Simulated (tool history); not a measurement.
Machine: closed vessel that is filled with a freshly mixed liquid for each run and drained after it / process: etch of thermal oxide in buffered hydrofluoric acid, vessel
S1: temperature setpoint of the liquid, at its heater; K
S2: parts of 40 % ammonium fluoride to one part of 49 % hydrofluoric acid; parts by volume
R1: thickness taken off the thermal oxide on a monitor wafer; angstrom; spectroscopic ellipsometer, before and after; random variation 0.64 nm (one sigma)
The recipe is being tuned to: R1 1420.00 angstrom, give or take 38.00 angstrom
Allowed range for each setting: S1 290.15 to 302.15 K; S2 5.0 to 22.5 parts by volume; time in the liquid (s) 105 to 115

run 1 day=0.000 | S1=294.15 S2=13.5 time_in_the_liquid_(s)=105 | R1=908.48
run 2 day=0.283 | S1=294.15 S2=16.5 time_in_the_liquid_(s)=105 | R1=752.17
run 3 day=0.638 | S1=295.65 S2=16.0 time_in_the_liquid_(s)=105 | R1=839.85
run 4 day=0.792 | S1=295.65 S2=13.5 time_in_the_liquid_(s)=105 | R1=1001.40
run 5 day=0.879 | S1=297.15 S2=13.5 time_in_the_liquid_(s)=105 | R1=1079.00
-- day=0.912 thermometer replaced
run 6 day=0.912 | S1=297.15 S2=13.5 time_in_the_liquid_(s)=115 | R1=1034.40
run 7 day=1.242 | S1=298.15 S2=13.0 time_in_the_liquid_(s)=115 | R1=1131.10
run 8 day=1.533 | S1=299.15 S2=12.5 time_in_the_liquid_(s)=115 | R1=1247.30
run 9 day=1.879 | S1=299.65 S2=12.5 time_in_the_liquid_(s)=115 | R1=1266.10

Next run, 5 choices. One meets every target within its allowed miss, the rest don't. Which?
run A day=2.225 | S1=296.65 S2=13.0 time_in_the_liquid_(s)=115 | R1=?
run B day=2.225 | S1=300.65 S2=13.0 time_in_the_liquid_(s)=110 | R1=?
run C day=2.225 | S1=299.15 S2=12.5 time_in_the_liquid_(s)=110 | R1=?
run D day=2.225 | S1=300.15 S2=12.5 time_in_the_liquid_(s)=115 | R1=?
run E day=2.225 | S1=299.15 S2=10.5 time_in_the_liquid_(s)=110 | R1=?

move=A R1=1041.30
move=B R1=1236.40
move=C R1=1185.50
move=D R1=1307.70
move=E R1=1405.30
A: misses by more than the last run did
B: misses by more than the last run did
C: misses by more than the last run did
D: closes in on the targets versus the last run, not all within tolerance yet
E: meets every target
So the answer is move E, the one that meets all the targets.
